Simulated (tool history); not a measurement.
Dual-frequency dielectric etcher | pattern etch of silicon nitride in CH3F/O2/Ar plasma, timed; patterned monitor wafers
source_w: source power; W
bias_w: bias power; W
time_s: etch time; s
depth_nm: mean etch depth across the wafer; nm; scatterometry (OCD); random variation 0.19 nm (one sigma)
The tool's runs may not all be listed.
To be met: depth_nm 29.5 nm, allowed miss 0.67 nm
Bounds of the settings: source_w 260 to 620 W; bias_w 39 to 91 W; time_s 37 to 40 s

| run | hour | source_w | bias_w | time_s | depth_nm |
|---|---|---|---|---|---|
| 1 | 0 | 440 | 65 | 40 | 26.274 |
| 2 | 1.2 | 440 | 61 | 40 | 25.198 |
| 3 | 3.9 | 440 | 61 | 37 | 23.206 |
| 4 | 12.6 | 490 | 65 | 37 | 24.771 |
| 5 | 17.2 | 430 | 65 | 37 | 23.867 |
| 6 | 22.6 | 470 | 70 | 37.5 | 25.459 |
| 7 | 26.4 | 500 | 75 | 38 | 27.285 |
| 8 | 30.6 | 530 | 76 | 38 | 28.328 |
| 9 | 31.3 | 540 | 77 | 38 | 28.529 |
| 10 | 36 | 550 | 77 | 38 | 28.759 |
| 11 | 37.2 | 560 | 77 | 38 | 28.51 |

Which of these 4 next moves meets every target?
| A | 38.4 | 520 | 87 | 40 | ? |
| B | 38.4 | 600 | 80 | 40 | ? |
| C | 38.4 | 620 | 70 | 39 | ? |
| D | 38.4 | 590 | 68 | 37.5 | ? |

| move | depth_nm |
|---|---|
| A | 30.961 |
| B | 31.563 |
| C | 29.543 |
| D | 27.56 |
A: takes the result that was furthest off past its target
B: takes the result that was furthest off past its target
C: meets every target
D: further off than the last run
The right move is C.
